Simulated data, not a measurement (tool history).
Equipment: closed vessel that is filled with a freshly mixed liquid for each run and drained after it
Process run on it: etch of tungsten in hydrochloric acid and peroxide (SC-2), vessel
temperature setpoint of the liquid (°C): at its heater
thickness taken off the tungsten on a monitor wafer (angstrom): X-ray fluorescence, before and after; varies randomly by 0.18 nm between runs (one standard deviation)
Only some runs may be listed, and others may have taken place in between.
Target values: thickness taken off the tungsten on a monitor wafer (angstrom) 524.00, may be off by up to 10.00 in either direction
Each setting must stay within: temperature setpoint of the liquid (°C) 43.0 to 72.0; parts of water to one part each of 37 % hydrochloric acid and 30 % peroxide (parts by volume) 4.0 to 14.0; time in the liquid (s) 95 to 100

run	hour	temperature setpoint of the liquid (°C)	parts of water to one part each of 37 % hydrochloric acid and 30 % peroxide (parts by volume)	time in the liquid (s)	thickness taken off the tungsten on a monitor wafer (angstrom)
1	0.0	59.0	7.5	95	285.98
2	4.1	59.0	7.5	100	300.21
3	9.3	59.0	5.0	100	407.27
4	16.7	60.0	5.0	100	437.37
5	21.3	60.0	5.0	100	433.88
6	25.6	65.5	5.0	100	613.09
7	29.2	65.0	5.0	100	591.99
8	37.8	65.0	5.0	100	589.46
9	41.5	64.5	5.0	100	576.02
10	47.3	64.0	5.0	100	554.10
11	48.1	63.5	5.0	100	540.72

Exactly one of the 4 candidate moves below puts every result within its allowed miss. Which one?
A	48.9	66.0	5.5	95	?
B	48.9	64.0	5.5	100	?
C	48.9	64.5	5.0	100	?
D	48.9	64.5	5.0	95	?

move	thickness taken off the tungsten on a monitor wafer (angstrom)
A	557.52
B	519.58
C	573.98
D	545.28
A: moves away from the targets compared with the last run
B: hits every target within its allowed miss
C: moves away from the targets compared with the last run
D: moves away from the targets compared with the last run
The right move is B.

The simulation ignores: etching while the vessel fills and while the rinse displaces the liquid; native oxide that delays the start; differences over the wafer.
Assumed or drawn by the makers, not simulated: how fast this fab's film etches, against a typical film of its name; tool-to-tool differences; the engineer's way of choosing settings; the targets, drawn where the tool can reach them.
